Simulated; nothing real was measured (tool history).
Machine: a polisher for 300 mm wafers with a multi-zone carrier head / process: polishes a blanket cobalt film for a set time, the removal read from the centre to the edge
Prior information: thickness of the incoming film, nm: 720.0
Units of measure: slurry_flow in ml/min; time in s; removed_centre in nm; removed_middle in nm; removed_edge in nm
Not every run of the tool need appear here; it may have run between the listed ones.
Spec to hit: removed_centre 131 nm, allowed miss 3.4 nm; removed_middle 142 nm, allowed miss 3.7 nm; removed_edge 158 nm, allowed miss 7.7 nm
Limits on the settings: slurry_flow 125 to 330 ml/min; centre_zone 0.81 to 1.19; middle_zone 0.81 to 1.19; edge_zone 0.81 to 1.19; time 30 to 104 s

{"run": 1, "hour": 0.0, "slurry_flow": 210, "centre_zone": 1, "middle_zone": 1, "edge_zone": 1, "time": 67, "removed_centre": 181.03, "removed_middle": 192.36, "removed_edge": 190.7}
{"run": 2, "hour": 3.7, "slurry_flow": 200, "centre_zone": 0.97, "middle_zone": 0.97, "edge_zone": 0.99, "time": 66, "removed_centre": 173.95, "removed_middle": 187.21, "removed_edge": 187.64}
{"run": 3, "hour": 11.8, "slurry_flow": 195, "centre_zone": 0.95, "middle_zone": 0.95, "edge_zone": 0.99, "time": 64, "removed_centre": 163.26, "removed_middle": 177.21, "removed_edge": 184.53}
{"run": 4, "hour": 15.6, "slurry_flow": 195, "centre_zone": 0.95, "middle_zone": 1.02, "edge_zone": 0.99, "time": 64, "removed_centre": 162.86, "removed_middle": 186.24, "removed_edge": 181.05}
{"run": 5, "hour": 18.0, "slurry_flow": 190, "centre_zone": 0.94, "middle_zone": 0.99, "edge_zone": 0.98, "time": 62, "removed_centre": 156.52, "removed_middle": 176.72, "removed_edge": 175.66}
{"run": 6, "hour": 21.6, "slurry_flow": 185, "centre_zone": 0.93, "middle_zone": 0.97, "edge_zone": 0.97, "time": 61, "removed_centre": 153.49, "removed_middle": 170.18, "removed_edge": 172.58}
{"run": 7, "hour": 29.6, "slurry_flow": 180, "centre_zone": 0.91, "middle_zone": 0.95, "edge_zone": 0.96, "time": 60, "removed_centre": 144.32, "removed_middle": 164.08, "removed_edge": 168.18}
{"run": 8, "hour": 32.1, "slurry_flow": 175, "centre_zone": 0.9, "middle_zone": 0.93, "edge_zone": 0.95, "time": 60, "removed_centre": 143.63, "removed_middle": 162.29, "removed_edge": 163.31}
{"run": 9, "hour": 41.0, "slurry_flow": 170, "centre_zone": 0.89, "middle_zone": 0.91, "edge_zone": 0.96, "time": 60, "removed_centre": 142.06, "removed_middle": 161.14, "removed_edge": 166.78}
{"hour": 45.9, "done": "centre zone pressure recalibrated"}
{"run": 10, "hour": 45.9, "slurry_flow": 145, "centre_zone": 0.87, "middle_zone": 0.81, "edge_zone": 0.91, "time": 56, "removed_centre": 130.77, "removed_middle": 136.07, "removed_edge": 146.33}

Which single option among these 5 for the next run brings every result within its allowed miss of target? Just one does.
{"run": "A", "hour": 50.8, "slurry_flow": 130, "centre_zone": 0.83, "middle_zone": 0.9, "edge_zone": 0.93, "time": 59, "removed_centre": "?", "removed_middle": "?", "removed_edge": "?"}
{"run": "B", "hour": 50.8, "slurry_flow": 125, "centre_zone": 0.84, "middle_zone": 0.81, "edge_zone": 1.04, "time": 56, "removed_centre": "?", "removed_middle": "?", "removed_edge": "?"}
{"run": "C", "hour": 50.8, "slurry_flow": 145, "centre_zone": 0.86, "middle_zone": 0.86, "edge_zone": 1, "time": 56, "removed_centre": "?", "removed_middle": "?", "removed_edge": "?"}
{"run": "D", "hour": 50.8, "slurry_flow": 130, "centre_zone": 0.85, "middle_zone": 0.83, "edge_zone": 0.86, "time": 55, "removed_centre": "?", "removed_middle": "?", "removed_edge": "?"}
{"run": "E", "hour": 50.8, "slurry_flow": 155, "centre_zone": 0.92, "middle_zone": 0.92, "edge_zone": 0.81, "time": 51, "removed_centre": "?", "removed_middle": "?", "removed_edge": "?"}

move=A removed_centre=130.92 removed_middle=149.65 removed_edge=158.24
move=B removed_centre=124.78 removed_middle=132.77 removed_edge=157.86
move=C removed_centre=131.34 removed_middle=140.71 removed_edge=157.47
move=D removed_centre=124.96 removed_middle=133.11 removed_edge=142.42
move=E removed_centre=129.54 removed_middle=134.66 removed_edge=131.06
A: takes the biggest miss from the last run beyond its target
B: its largest miss is bigger than the last run's
C: every result within its allowed miss
D: its largest miss is bigger than the last run's
E: its largest miss is bigger than the last run's
So the answer is move C, the one that meets all the targets.
